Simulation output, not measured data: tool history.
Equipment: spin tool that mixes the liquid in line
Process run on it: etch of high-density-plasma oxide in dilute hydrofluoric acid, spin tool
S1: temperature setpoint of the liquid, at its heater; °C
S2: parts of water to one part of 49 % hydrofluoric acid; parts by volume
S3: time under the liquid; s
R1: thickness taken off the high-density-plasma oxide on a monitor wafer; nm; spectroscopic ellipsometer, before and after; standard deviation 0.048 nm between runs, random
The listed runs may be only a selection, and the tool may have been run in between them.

run    day    S1  S2  S3      R1
  1      0    23  40  35  5.8007
  2  0.208  25.5  40  35  6.4407
  3  0.521  25.5  50  35  5.0774
  4  0.738  25.5  50  30  4.3799
  5  0.925  26.5  45  30  5.0779
  6  1.183  23.5  45  30   4.448
  7  1.554    25  45  30  4.7935
  8  1.846    26  40  30  5.6039
  9  2.096    27  40  30  5.8726
 10  2.288    27  40  30  5.8817
 11  2.583  27.5  40  30  6.0016
 12  2.892  27.5  40  30  6.0485
 13  3.117    28  40  30  6.1089
 14  3.142  28.5  40  30   6.291
 15  3.312    29  40  30     6.4
 16  3.667  29.5  40  30   6.526
 17  3.858    30  40  30  6.6989
     4.025  -- hydrofluoric acid flow meter replaced
 18  4.025    31  30  30  10.298
 19  4.292  30.5  30  30  9.9759

What will run 20 give?
 20  4.529  30  30  30   ?

{"run 20": {"R1": 9.8677}}

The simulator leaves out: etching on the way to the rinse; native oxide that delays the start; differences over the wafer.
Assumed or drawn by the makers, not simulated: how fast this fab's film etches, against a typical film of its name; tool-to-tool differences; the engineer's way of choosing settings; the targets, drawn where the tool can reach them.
